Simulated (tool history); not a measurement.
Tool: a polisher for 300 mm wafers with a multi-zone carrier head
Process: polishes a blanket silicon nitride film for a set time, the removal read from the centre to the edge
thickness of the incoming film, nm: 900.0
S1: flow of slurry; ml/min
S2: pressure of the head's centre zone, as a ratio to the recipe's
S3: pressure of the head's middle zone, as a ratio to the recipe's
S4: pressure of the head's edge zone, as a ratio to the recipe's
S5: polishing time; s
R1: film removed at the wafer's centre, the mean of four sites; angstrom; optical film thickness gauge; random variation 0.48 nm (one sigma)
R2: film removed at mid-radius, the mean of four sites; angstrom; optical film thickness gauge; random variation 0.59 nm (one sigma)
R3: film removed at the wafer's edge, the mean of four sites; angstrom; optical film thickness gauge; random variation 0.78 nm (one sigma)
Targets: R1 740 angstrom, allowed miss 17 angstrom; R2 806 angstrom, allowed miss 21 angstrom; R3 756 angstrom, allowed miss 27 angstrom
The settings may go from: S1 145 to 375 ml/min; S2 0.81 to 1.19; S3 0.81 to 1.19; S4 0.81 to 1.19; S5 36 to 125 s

run	hour	S1	S2	S3	S4	S5	R1	R2	R3
1	0	240	1	1	1	80	1135.3	1166.3	1112.1
2	0.9	235	0.97	0.98	0.95	73	1004.1	1038.9	1023.1
3	3.7	240	0.97	1	0.93	66	901.66	948.54	908.15
4	11.2	240	0.96	1	0.91	63	843.64	913.53	845.78
5	13.7	235	0.95	0.99	0.88	62	837.09	890.89	831.38
6	15.8	230	0.93	0.98	0.86	61	795.5	861.75	792.88
7	18	215	0.92	0.97	0.85	61	776.78	855.25	780.26
8	19.3	205	0.92	0.96	0.85	61	770.05	847.4	781.78
9	24	195	0.92	0.95	0.84	61	780.81	824.58	795.14

5 next moves are on the table. One of them brings every result within its allowed miss. Which?
A	28.7	280	0.86	0.97	0.95	60	?	?	?
B	28.7	145	0.91	0.95	0.95	62	?	?	?
C	28.7	155	0.88	0.91	0.87	63	?	?	?
D	28.7	305	0.94	1	0.93	54	?	?	?
E	28.7	175	0.81	0.94	0.82	64	?	?	?

move	R1	R2	R3
A	745.27	863.62	837.53
B	750.42	814.03	819.47
C	744.33	805.3	805.16
D	740	803.19	750.28
E	707.67	853.87	805.32
A: brings the result that was furthest off to its target, and leaves another outside
B: brings the result that was furthest off to its target, and leaves another outside
C: brings the result that was furthest off to its target, and leaves another outside
D: meets every target
E: takes the result that was furthest off past its target
Move D is the one to make.
